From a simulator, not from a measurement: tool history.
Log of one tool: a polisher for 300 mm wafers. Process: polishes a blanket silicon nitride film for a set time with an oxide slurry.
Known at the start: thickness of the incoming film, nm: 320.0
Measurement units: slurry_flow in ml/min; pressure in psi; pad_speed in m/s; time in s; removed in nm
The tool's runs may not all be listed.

run  hour  slurry_flow  pressure  pad_speed  slurry_solids  time  removed
  1   0.0          120       4.7       1.20            1.0    47   52.787
  2   4.8          125       4.9       1.20            1.0    47   55.187
  3  11.1          130       5.1       1.20            1.0    47   57.989
  4  14.0          130       4.5       1.20            1.0    47   51.350
  5  15.7          130       3.4       1.20            1.0    47   40.969
  6  21.7          130       3.4       1.20            1.1    47   42.867
  7  29.6          130       3.4       1.20            1.1    47   42.558

Run 8 comes next. What will it give?
  8  30.7          135       3.8       1.20            1.1    47        ?

Run 8 yielded removed 47.058 nm.
